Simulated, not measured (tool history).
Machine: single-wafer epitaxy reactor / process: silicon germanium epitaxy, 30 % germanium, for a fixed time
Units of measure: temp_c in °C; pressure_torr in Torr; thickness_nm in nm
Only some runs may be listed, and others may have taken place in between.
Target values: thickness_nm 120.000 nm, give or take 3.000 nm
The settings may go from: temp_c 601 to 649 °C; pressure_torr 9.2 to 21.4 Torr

run,hour,temp_c,pressure_torr,thickness_nm
1,0.0,625,15.3,84.009
2,3.3,625,12.9,79.443
3,6.0,632,13.1,90.628
4,10.5,638,13.1,100.800
5,12.9,638,12.1,98.603
6,16.3,641,12.2,104.220
7,17.6,643,12.3,107.810
8,25.8,645,12.4,112.000
9,27.8,646,12.4,114.930

Which single option among these 5 for the next run brings every result within its allowed miss of target? Just one does.
A,29.8,647,11.6,?
B,29.8,643,11.7,?
C,29.8,646,12.0,?
D,29.8,647,13.5,?
E,29.8,645,11.9,?

move,thickness_nm
A,114.590
B,107.130
C,113.800
D,120.150
E,111.540
A: its largest miss is bigger than the last run's
B: its largest miss is bigger than the last run's
C: its largest miss is bigger than the last run's
D: meets every target
E: its largest miss is bigger than the last run's
Move D is the one to make.
